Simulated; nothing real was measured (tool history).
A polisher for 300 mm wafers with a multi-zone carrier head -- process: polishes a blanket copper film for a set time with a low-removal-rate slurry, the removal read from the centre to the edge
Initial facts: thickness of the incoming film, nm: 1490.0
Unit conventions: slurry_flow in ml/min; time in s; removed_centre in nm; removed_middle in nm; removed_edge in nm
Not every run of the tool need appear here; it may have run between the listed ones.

run,hour,slurry_flow,centre_zone,middle_zone,edge_zone,slurry_solids,time,removed_centre,removed_middle,removed_edge
1,0.0,185,1.00,1.00,1.00,1.00,72,208.38,212.91,220.45
2,3.9,185,1.00,1.00,0.92,1.00,72,209.23,207.80,209.59
3,12.5,185,1.00,1.05,0.92,1.00,72,205.16,222.19,207.79
4,14.8,185,1.00,1.08,0.92,1.00,72,203.33,225.98,207.78
5,23.8,185,1.00,1.08,0.92,1.00,65,185.77,205.87,187.67
# hour 32.0: edge zone pressure recalibrated
6,32.0,205,1.05,1.11,0.93,1.15,72,227.34,237.95,211.13
7,38.0,215,1.05,1.13,0.93,1.25,79,253.88,284.58,239.49
8,46.4,225,1.08,1.14,0.95,1.30,83,280.80,302.01,255.73
9,49.4,235,1.09,1.15,0.96,1.35,86,297.53,319.98,267.09
10,55.4,235,1.09,1.15,0.96,1.35,86,298.23,310.37,268.21
11,59.8,235,1.10,1.16,0.95,1.40,89,314.31,327.69,282.39
12,60.6,250,1.10,1.17,0.94,1.40,91,328.85,344.15,288.03
13,66.2,255,1.09,1.18,0.93,1.45,93,327.13,363.16,294.67

Forecast run 14:
14,72.8,260,1.10,1.18,0.93,1.45,94,?,?,?

{"run 14": {"removed_centre": 345.35, "removed_middle": 359.67, "removed_edge": 302.35}}
